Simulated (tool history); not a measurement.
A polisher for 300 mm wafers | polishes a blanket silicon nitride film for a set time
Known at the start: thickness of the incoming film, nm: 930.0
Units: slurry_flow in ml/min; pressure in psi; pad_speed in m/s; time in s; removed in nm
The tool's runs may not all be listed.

| run | day | slurry_flow | pressure | pad_speed | time | removed |
|---|---|---|---|---|---|---|
| 1 | 0.000 | 165 | 4.2 | 1.12 | 130 | 259.80 |
| 2 | 0.025 | 165 | 3.7 | 1.10 | 130 | 231.52 |
| 3 | 0.067 | 165 | 3.2 | 1.08 | 130 | 195.98 |
| 4 | 0.329 | 165 | 3.2 | 1.08 | 136 | 205.66 |
| 5 | 0.588 | 165 | 2.9 | 1.08 | 136 | 181.48 |
| 6 | 0.875 | 165 | 2.9 | 1.08 | 130 | 179.35 |

Run 7 comes next. What will it give?
| 7 | 1.162 | 165 | 2.8 | 1.08 | 130 | ? |

Run 7 gave removed 171.43 nm.
